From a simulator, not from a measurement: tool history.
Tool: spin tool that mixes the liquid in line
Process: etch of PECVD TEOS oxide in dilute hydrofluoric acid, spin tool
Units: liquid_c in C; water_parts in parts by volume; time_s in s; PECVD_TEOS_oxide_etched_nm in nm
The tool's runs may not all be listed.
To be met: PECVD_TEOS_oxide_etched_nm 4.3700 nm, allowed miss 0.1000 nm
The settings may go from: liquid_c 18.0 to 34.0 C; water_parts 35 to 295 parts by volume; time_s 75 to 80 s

run	day	liquid_c	water_parts	time_s	PECVD_TEOS_oxide_etched_nm
1	0.000	26.0	165	75	6.6949
2	0.175	26.0	195	75	5.4859
3	0.400	26.0	195	80	5.8897
4	0.683	23.5	195	80	5.3775
5	0.879	27.0	195	80	6.0768
6	1.125	27.0	140	80	9.0827
7	1.300	25.5	150	80	7.8576
8	1.367	24.5	155	80	7.3525
9	1.525	24.5	155	80	7.3192
10	1.667	23.5	160	80	6.7598
11	1.975	23.5	160	80	6.8021
12	2.279	22.5	165	80	6.3209
13	2.542	22.0	170	80	5.9320

5 next moves are on the table. One of them brings every result within its allowed miss. Which?
A	2.804	23.5	145	80	?
B	2.804	18.5	185	75	?
C	2.804	25.0	130	80	?
D	2.804	21.0	225	75	?
E	2.804	18.0	185	80	?

move	PECVD_TEOS_oxide_etched_nm
A	7.6248
B	4.4126
C	9.1792
D	3.8237
E	4.6155
A: further off than the last run
B: meets every target
C: further off than the last run
D: takes the result that was furthest off past its target
E: nearer than the last run, and not there yet
Answer: B

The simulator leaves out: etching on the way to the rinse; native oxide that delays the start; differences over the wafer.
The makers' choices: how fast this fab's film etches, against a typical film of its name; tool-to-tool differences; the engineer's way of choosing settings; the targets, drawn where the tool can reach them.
